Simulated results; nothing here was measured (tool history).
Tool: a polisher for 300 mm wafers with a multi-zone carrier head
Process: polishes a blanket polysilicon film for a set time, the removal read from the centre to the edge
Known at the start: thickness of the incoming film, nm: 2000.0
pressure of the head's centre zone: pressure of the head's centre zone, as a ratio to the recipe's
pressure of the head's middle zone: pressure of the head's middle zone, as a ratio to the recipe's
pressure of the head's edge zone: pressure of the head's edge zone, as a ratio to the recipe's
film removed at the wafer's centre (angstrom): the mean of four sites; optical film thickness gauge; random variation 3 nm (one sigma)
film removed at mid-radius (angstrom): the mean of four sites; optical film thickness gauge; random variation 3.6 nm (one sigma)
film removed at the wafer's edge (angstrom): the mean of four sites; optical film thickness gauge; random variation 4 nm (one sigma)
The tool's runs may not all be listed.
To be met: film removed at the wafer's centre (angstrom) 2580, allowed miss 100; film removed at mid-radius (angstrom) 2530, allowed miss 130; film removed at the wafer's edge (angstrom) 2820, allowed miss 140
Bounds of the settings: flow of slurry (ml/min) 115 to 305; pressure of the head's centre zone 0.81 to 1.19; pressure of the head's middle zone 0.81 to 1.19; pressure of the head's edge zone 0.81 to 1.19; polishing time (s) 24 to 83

run  hour  flow of slurry (ml/min)  pressure of the head's centre zone  pressure of the head's middle zone  pressure of the head's edge zone  polishing time (s)  film removed at the wafer's centre (angstrom)  film removed at mid-radius (angstrom)  film removed at the wafer's edge (angstrom)
  1     0                      195                                   1                                   1                                 1                  53                                         3606.3                                   3578                                       3621.2
  2   6.3                      195                                   1                                   1                                 1                  48                                         3342.7                                 3280.8                                       3286.6
  3   9.7                      190                                0.97                                0.97                              0.99                  46                                         3043.2                                 3033.9                                       3216.9
  4  15.6                      185                                0.97                                0.96                              0.98                  44                                         2991.7                                 2807.6                                       2970.3
  5  19.1                      185                                1.01                                0.96                              0.98                  44                                         2985.6                                 2883.5                                       2979.8
  6  22.4                      175                                0.98                                0.96                              0.98                  43                                         2935.4                                 2760.9                                       2890.5
  7  28.6                      175                                0.95                                0.96                              0.98                  42                                         2857.7                                 2748.7                                       2857.7
  8  36.5                      180                                0.93                                0.95                              0.99                  41                                         2780.3                                 2640.5                                       2826.7

4 next moves are on the table. One of them brings every result within its allowed miss. Which?
  A  44.4                      175                                0.91                                0.93                               1.1                  40                                              ?                                      ?                                            ?
  B  44.4                      115                                1.18                                0.84                              0.85                  39                                              ?                                      ?                                            ?
  C  44.4                      135                                1.04                                 0.9                              0.99                  42                                              ?                                      ?                                            ?
  D  44.4                      180                                   1                                0.99                              0.94                  38                                              ?                                      ?                                            ?

move  film removed at the wafer's centre (angstrom)  film removed at mid-radius (angstrom)  film removed at the wafer's edge (angstrom)
   A                                         2610.1                                 2512.8                                       2732.3
   B                                         2765.1                                 2133.1                                       2338.8
   C                                         2839.7                                 2485.2                                       2694.7
   D                                         2618.9                                 2523.8                                         2453
A: meets every target
B: further off than the last run
C: further off than the last run
D: brings the result that was furthest off to its target, and leaves another outside
The right move is A.
